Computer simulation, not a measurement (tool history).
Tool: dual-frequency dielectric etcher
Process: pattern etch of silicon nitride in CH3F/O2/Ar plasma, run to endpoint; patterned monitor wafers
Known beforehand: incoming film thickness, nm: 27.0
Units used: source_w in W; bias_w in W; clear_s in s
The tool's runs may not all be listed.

run 1 hour=0 | source_w=510 bias_w=72 | clear_s=33.286
run 2 hour=0.5 | source_w=470 bias_w=72 | clear_s=34.402
run 3 hour=9 | source_w=470 bias_w=60 | clear_s=36.749
run 4 hour=16 | source_w=470 bias_w=53 | clear_s=38.585
run 5 hour=22.5 | source_w=420 bias_w=53 | clear_s=39.816
run 6 hour=25.1 | source_w=420 bias_w=59 | clear_s=38.335
run 7 hour=31.6 | source_w=480 bias_w=61 | clear_s=36.371
run 8 hour=35.2 | source_w=520 bias_w=62 | clear_s=34.966
run 9 hour=36.7 | source_w=550 bias_w=63 | clear_s=34.536
run 10 hour=41.2 | source_w=580 bias_w=64 | clear_s=33.474
run 11 hour=46.3 | source_w=580 bias_w=64 | clear_s=33.636

What will run 12 give?
run 12 hour=50.1 | source_w=600 bias_w=65 | clear_s=?

Run 12 gave clear_s 32.96 s.
